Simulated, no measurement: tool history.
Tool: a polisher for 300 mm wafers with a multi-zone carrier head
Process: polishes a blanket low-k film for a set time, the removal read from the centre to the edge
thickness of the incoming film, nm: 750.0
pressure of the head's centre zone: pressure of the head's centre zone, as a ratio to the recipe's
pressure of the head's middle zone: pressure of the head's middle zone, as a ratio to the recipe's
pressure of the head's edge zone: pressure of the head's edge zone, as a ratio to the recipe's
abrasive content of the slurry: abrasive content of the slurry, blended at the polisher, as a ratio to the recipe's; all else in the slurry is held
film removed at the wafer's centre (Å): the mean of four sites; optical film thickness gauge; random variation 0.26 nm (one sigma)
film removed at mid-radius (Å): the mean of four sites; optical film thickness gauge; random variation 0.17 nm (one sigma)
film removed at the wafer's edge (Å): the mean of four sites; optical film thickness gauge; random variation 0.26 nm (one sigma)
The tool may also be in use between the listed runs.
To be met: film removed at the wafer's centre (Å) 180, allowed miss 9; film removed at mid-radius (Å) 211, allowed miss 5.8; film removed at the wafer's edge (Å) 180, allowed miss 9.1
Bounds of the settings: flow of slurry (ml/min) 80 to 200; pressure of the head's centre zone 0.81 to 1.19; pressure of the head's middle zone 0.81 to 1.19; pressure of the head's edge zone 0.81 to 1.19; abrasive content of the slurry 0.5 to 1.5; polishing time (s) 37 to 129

run  hour  flow of slurry (ml/min)  pressure of the head's centre zone  pressure of the head's middle zone  pressure of the head's edge zone  abrasive content of the slurry  polishing time (s)  film removed at the wafer's centre (Å)  film removed at mid-radius (Å)  film removed at the wafer's edge (Å)
  1     0                      130                                   1                                   1                                 1                               1                  83                                  246.78                          256.96                                247.08
  2   7.2                      130                                   1                                0.92                                 1                               1                  83                                   245.3                          240.46                                252.65
  3  14.7                      130                                   1                                0.92                              1.05                               1                  83                                  247.86                           237.9                                252.73
  4  15.8                      130                                   1                                0.96                              1.03                             0.9                  82                                  236.16                          234.03                                234.82
  5    20                      125                                0.98                                0.99                              1.01                             0.8                  82                                  219.82                          228.76                                219.48
  6  28.1                      120                                0.97                                1.01                              0.99                            0.75                  82                                  210.77                          223.43                                 209.9
  7  32.5                       90                                0.89                                1.07                              0.89                            0.65                  82                                  167.21                          203.78                                182.53
     39.2  -- worn pad replaced by a new one
  8  39.2                       95                                 0.9                                1.07                              0.88                            0.65                  82                                  198.09                          237.18                                221.73
  9  43.7                       90                                0.91                                1.08                              0.91                             0.7                  82                                  203.43                          243.26                                219.24
 10  51.6                       95                                0.91                                1.07                              0.98                            0.65                  82                                  200.81                          239.88                                222.76
 11  53.2                      110                                0.91                                1.06                              0.94                            0.65                  82                                   213.6                          251.65                                226.48
 12  61.4                      110                                0.91                                1.06                              0.94                            0.65                  82                                  205.72                          248.91                                224.49
 13  62.6                      105                                0.92                                1.07                              0.91                             0.6                  81                                  200.98                          233.89                                209.34
 14  66.1                      105                                0.92                                1.07                              0.89                             0.6                  80                                  201.91                          234.71                                210.46
 15  71.1                      105                                0.92                                1.07                              0.87                             0.6                  78                                  192.15                          228.35                                202.88
 16    74                      105                                0.93                                1.07                              0.86                             0.6                  77                                  190.12                          227.01                                201.07
 17  75.9                      105                                0.94                                1.07                              0.85                             0.6                  76                                  191.95                          223.82                                195.48
 18  78.5                      105                                0.94                                1.07                              0.84                             0.6                  76                                  193.18                          219.48                                194.16
 19  79.6                      105                                0.94                                1.07                              0.83                             0.6                  75                                  189.58                          218.37                                191.77

Which of these 4 next moves meets every target?
  A  80.7                      135                                0.87                                0.99                              1.01                            0.95                  61                                       ?                               ?                                     ?
  B  80.7                      130                                0.99                                1.03                              0.81                             0.7                  67                                       ?                               ?                                     ?
  C  80.7                      125                                0.98                                1.16                              0.95                             0.5                  69                                       ?                               ?                                     ?
  D  80.7                      115                                 0.9                                1.11                              0.84                             0.5                  82                                       ?                               ?                                     ?

move  film removed at the wafer's centre (Å)  film removed at mid-radius (Å)  film removed at the wafer's edge (Å)
   A                                  180.54                          208.58                                201.21
   B                                  198.38                          210.34                                181.25
   C                                  178.06                          209.39                                174.66
   D                                  190.96                           235.2                                195.22
A: further off than the last run
B: brings the result that was furthest off to its target, and leaves another outside
C: meets every target
D: further off than the last run
Answer: C

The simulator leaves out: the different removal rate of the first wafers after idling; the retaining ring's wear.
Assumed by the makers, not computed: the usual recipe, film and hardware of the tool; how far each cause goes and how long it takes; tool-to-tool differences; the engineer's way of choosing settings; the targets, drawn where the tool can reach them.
